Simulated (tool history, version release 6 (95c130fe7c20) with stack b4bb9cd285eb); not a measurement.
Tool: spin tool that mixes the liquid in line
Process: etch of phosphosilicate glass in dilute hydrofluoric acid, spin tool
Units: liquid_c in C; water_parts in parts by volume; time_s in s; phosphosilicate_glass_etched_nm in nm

run    day  liquid_c  water_parts  time_s  phosphosilicate_glass_etched_nm
  1      0        22          140      50                           27.421
  2  0.096      24.5          130      50                           32.921
  3  0.192      24.5          160      50                             25.9
  4  0.533      24.5          160      50                             25.8
  5  0.838      24.5          120      50                           36.676
  6  1.046      24.5           70      50                           65.679
  7  1.296      22.5           70      50                           61.173

The next listed run, before its measurement:
  8  1.633        21           70      50                                ?

Run 8 gave phosphosilicate_glass_etched_nm 56.865 nm.
